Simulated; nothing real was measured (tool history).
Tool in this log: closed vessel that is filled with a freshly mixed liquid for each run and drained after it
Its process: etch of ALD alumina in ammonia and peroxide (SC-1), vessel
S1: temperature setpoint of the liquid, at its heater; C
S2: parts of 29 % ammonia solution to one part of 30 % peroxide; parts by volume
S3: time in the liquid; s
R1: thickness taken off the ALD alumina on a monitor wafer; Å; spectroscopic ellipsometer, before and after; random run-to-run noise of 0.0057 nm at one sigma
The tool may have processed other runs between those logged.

run	hour	S1	S2	S3	R1
1	0.0	48.0	0.5	35	15.662
2	5.4	47.0	0.5	35	14.831
3	8.5	47.0	0.5	30	12.700
4	13.5	51.5	0.5	30	16.209
5	20.8	58.0	0.5	30	23.087
6	26.3	58.0	0.5	30	23.039

Run 7 is up next; what results do you expect?
7	35.3	50.0	0.5	30	?

Run 7 yielded R1 14.940 Å.
